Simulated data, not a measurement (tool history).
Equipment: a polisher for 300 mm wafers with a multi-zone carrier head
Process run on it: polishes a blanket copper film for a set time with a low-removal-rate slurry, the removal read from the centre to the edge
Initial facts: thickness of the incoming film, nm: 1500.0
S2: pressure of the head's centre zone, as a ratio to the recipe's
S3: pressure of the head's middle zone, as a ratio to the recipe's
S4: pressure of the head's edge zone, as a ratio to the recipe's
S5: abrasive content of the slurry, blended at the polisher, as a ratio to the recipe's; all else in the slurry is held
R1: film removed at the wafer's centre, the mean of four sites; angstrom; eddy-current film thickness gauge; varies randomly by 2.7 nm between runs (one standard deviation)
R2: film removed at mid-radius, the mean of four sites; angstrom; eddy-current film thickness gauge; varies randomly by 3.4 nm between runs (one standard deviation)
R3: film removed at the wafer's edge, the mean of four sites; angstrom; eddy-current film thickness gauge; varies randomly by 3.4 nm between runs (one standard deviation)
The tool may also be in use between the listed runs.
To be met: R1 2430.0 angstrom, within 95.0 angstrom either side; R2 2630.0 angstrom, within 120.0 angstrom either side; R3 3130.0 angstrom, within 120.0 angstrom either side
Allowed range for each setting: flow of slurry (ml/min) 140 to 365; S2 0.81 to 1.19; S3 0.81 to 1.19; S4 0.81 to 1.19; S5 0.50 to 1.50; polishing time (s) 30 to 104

run 1 hour=0.0 | flow_of_slurry_(ml/min)=235 S2=1.00 S3=1.00 S4=1.00 S5=1.00 polishing_time_(s)=67 | R1=2299.1 R2=2282.6 R3=2402.1
run 2 hour=2.8 | flow_of_slurry_(ml/min)=255 S2=1.00 S3=1.00 S4=1.00 S5=1.00 polishing_time_(s)=67 | R1=2356.0 R2=2397.2 R3=2474.6
run 3 hour=7.0 | flow_of_slurry_(ml/min)=255 S2=1.00 S3=1.00 S4=1.07 S5=1.00 polishing_time_(s)=67 | R1=2282.8 R2=2342.5 R3=2516.8
run 4 hour=14.2 | flow_of_slurry_(ml/min)=255 S2=0.96 S3=1.00 S4=1.07 S5=1.00 polishing_time_(s)=67 | R1=2244.6 R2=2389.3 R3=2525.0
run 5 hour=21.6 | flow_of_slurry_(ml/min)=265 S2=0.94 S3=0.98 S4=1.10 S5=1.10 polishing_time_(s)=68 | R1=2253.4 R2=2420.0 R3=2651.7
run 6 hour=23.7 | flow_of_slurry_(ml/min)=270 S2=0.93 S3=0.97 S4=1.12 S5=1.15 polishing_time_(s)=69 | R1=2327.1 R2=2430.8 R3=2667.1
run 7 hour=31.3 | flow_of_slurry_(ml/min)=265 S2=0.91 S3=0.95 S4=1.14 S5=1.15 polishing_time_(s)=72 | R1=2358.8 R2=2458.3 R3=2902.3
run 8 hour=37.0 | flow_of_slurry_(ml/min)=265 S2=0.90 S3=0.95 S4=1.15 S5=1.15 polishing_time_(s)=73 | R1=2338.6 R2=2505.6 R3=2942.4
run 9 hour=44.3 | flow_of_slurry_(ml/min)=265 S2=0.90 S3=0.95 S4=1.16 S5=1.15 polishing_time_(s)=74 | R1=2353.0 R2=2610.6 R3=2997.8
run 10 hour=48.4 | flow_of_slurry_(ml/min)=265 S2=0.90 S3=0.94 S4=1.16 S5=1.15 polishing_time_(s)=74 | R1=2353.1 R2=2621.5 R3=3028.6
run 11 hour=52.0 | flow_of_slurry_(ml/min)=265 S2=0.90 S3=0.93 S4=1.17 S5=1.15 polishing_time_(s)=74 | R1=2407.1 R2=2577.8 R3=3002.7

Which single option among these 5 for the next run brings every result within its allowed miss of target? Just one does.
run A hour=55.6 | flow_of_slurry_(ml/min)=275 S2=0.95 S3=1.00 S4=1.13 S5=1.05 polishing_time_(s)=73 | R1=? R2=? R3=?
run B hour=55.6 | flow_of_slurry_(ml/min)=190 S2=0.90 S3=0.95 S4=1.19 S5=1.00 polishing_time_(s)=81 | R1=? R2=? R3=?
run C hour=55.6 | flow_of_slurry_(ml/min)=300 S2=0.99 S3=0.97 S4=1.15 S5=1.10 polishing_time_(s)=69 | R1=? R2=? R3=?
run D hour=55.6 | flow_of_slurry_(ml/min)=240 S2=0.91 S3=0.84 S4=1.15 S5=1.15 polishing_time_(s)=74 | R1=? R2=? R3=?
run E hour=55.6 | flow_of_slurry_(ml/min)=235 S2=0.86 S3=0.81 S4=1.19 S5=1.10 polishing_time_(s)=82 | R1=? R2=? R3=?

move=A R1=2430.3 R2=2598.6 R3=2834.1
move=B R1=2386.9 R2=2598.6 R3=3081.4
move=C R1=2440.3 R2=2437.1 R3=2747.4
move=D R1=2353.5 R2=2280.3 R3=2918.9
move=E R1=2434.5 R2=2425.9 R3=3259.3
A: misses by more than the last run did
B: hits every target within its allowed miss
C: misses by more than the last run did
D: misses by more than the last run did
E: carries the result that was furthest off beyond its target, to the other side
Move B is the one to make.
